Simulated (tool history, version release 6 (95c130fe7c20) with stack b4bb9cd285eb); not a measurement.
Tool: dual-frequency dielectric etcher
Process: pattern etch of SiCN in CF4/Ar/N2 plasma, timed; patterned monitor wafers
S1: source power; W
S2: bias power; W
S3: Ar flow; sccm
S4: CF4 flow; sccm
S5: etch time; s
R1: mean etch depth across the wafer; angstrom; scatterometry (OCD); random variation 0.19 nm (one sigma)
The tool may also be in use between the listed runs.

run,hour,S1,S2,S3,S4,S5,R1
1,0.0,440,51,94,82,43.5,334.60
2,7.4,430,51,94,82,43.5,329.49
3,14.7,430,51,94,91,43.5,336.14
4,19.8,420,51,94,91,43.5,325.87
5,24.6,410,51,94,91,43.5,319.26
# hour 29.3: bias power generator calibrated
6,29.3,410,51,108,91,43.5,312.95
7,30.6,400,51,108,91,43.5,311.40

Run 8 comes next. What will it give?
8,38.0,390,51,108,91,43.5,?

R1: 298.70 angstrom
